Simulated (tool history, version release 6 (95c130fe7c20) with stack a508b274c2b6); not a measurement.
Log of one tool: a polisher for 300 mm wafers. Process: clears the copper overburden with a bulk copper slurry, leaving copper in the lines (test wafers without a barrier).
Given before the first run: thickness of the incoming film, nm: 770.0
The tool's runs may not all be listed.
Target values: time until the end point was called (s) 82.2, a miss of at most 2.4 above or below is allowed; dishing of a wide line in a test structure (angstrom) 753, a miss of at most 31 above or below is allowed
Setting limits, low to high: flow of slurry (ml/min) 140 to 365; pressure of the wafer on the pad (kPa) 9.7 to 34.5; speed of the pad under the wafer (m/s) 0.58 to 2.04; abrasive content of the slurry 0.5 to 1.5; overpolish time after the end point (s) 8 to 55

| run | hour | flow of slurry (ml/min) | pressure of the wafer on the pad (kPa) | speed of the pad under the wafer (m/s) | abrasive content of the slurry | overpolish time after the end point (s) | time until the end point was called (s) | dishing of a wide line in a test structure (angstrom) |
|---|---|---|---|---|---|---|---|---|
| 1 | 0 | 235 | 22.1 | 1.3 | 1 | 28 | 50.344 | 811.36 |
| 2 | 8.8 | 200 | 22.1 | 1.3 | 1 | 28 | 50.758 | 828.95 |
| 3 | 10.1 | 195 | 19.3 | 1.3 | 1 | 30 | 58.209 | 795.76 |
| 4 | 13.5 | 185 | 17.2 | 1.3 | 1 | 33 | 65.061 | 767.01 |
| 5 | 20.7 | 160 | 17.2 | 1.3 | 1 | 33 | 66.193 | 774.45 |
| 6 | 27.2 | 215 | 17.2 | 1.3 | 1 | 33 | 65.183 | 782.48 |
| 7 | 29.6 | 215 | 15.9 | 1.3 | 1 | 34 | 69.928 | 759.5 |
| 8 | 30.8 | 215 | 15.2 | 1.3 | 1 | 37 | 72.413 | 765.78 |
| 9 | 31.8 | 215 | 14.5 | 1.3 | 1 | 38 | 76.098 | 740.04 |

Below are 4 possible settings for the next run. Only one of them brings all results inside the allowed miss of their targets. Which is it?
| A | 32.8 | 145 | 14.5 | 1.18 | 1.25 | 43 | ? | ? |
| B | 32.8 | 255 | 16.5 | 1.32 | 0.85 | 38 | ? | ? |
| C | 32.8 | 180 | 16.5 | 1.24 | 1.05 | 43 | ? | ? |
| D | 32.8 | 220 | 14.5 | 1.18 | 0.75 | 39 | ? | ? |

| move | time until the end point was called (s) | dishing of a wide line in a test structure (angstrom) |
|---|---|---|
| A | 82.941 | 758.57 |
| B | 67.195 | 785.78 |
| C | 70.582 | 789.13 |
| D | 88.402 | 746.7 |
A: every result within its allowed miss
B: moves away from the targets compared with the last run
C: moves away from the targets compared with the last run
D: carries the result that was furthest off beyond its target, to the other side
So the answer is move A, the one that meets all the targets.
